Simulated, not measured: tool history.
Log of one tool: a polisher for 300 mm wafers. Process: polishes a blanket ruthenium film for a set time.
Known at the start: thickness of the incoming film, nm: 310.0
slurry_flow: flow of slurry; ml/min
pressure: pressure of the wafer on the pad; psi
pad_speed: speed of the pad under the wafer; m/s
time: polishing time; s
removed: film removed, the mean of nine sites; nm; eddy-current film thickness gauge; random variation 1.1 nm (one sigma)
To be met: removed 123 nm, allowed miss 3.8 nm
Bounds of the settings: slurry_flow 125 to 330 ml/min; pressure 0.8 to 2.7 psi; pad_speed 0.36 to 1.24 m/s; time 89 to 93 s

Run 1, day 0: slurry_flow 210 ml/min, pressure 1.7 psi, pad_speed 0.8 m/s, time 89 s. Result: removed 67.23 nm.
Run 2, day 0.242: slurry_flow 215 ml/min, pressure 1.9 psi, pad_speed 0.8 m/s, time 89 s. Result: removed 74.041 nm.
Run 3, day 0.404: slurry_flow 215 ml/min, pressure 2.1 psi, pad_speed 0.82 m/s, time 89 s. Result: removed 83.022 nm.
Run 4, day 0.667: slurry_flow 215 ml/min, pressure 2.1 psi, pad_speed 0.82 m/s, time 93 s. Result: removed 85.931 nm.
Run 5, day 0.775: slurry_flow 260 ml/min, pressure 2.1 psi, pad_speed 0.82 m/s, time 93 s. Result: removed 86.835 nm.
Run 6, day 0.833: slurry_flow 295 ml/min, pressure 2.1 psi, pad_speed 0.82 m/s, time 93 s. Result: removed 89.844 nm.
Run 7, day 1: slurry_flow 310 ml/min, pressure 2.6 psi, pad_speed 0.82 m/s, time 93 s. Result: removed 105.08 nm.
Run 8, day 1.038: slurry_flow 310 ml/min, pressure 2.6 psi, pad_speed 0.84 m/s, time 93 s. Result: removed 111.15 nm.
At day 1.229: slurry nozzle cleaned.
Run 9, day 1.229: slurry_flow 310 ml/min, pressure 2.6 psi, pad_speed 0.86 m/s, time 93 s. Result: removed 117.11 nm.

4 next moves are on the table. One of them brings every result within its allowed miss. Which?
Run A, day 1.421: slurry_flow 285 ml/min, pressure 2.7 psi, pad_speed 0.98 m/s, time 93 s. Result: removed ?.
Run B, day 1.421: slurry_flow 330 ml/min, pressure 2.7 psi, pad_speed 0.96 m/s, time 93 s. Result: removed ?.
Run C, day 1.421: slurry_flow 315 ml/min, pressure 2.4 psi, pad_speed 1.04 m/s, time 93 s. Result: removed ?.
Run D, day 1.421: slurry_flow 280 ml/min, pressure 2.7 psi, pad_speed 0.88 m/s, time 93 s. Result: removed ?.

move  removed
   A    133.2
   B   132.41
   C   129.18
   D   120.27
A: takes the result that was furthest off past its target
B: takes the result that was furthest off past its target
C: takes the result that was furthest off past its target
D: meets every target
The right move is D.
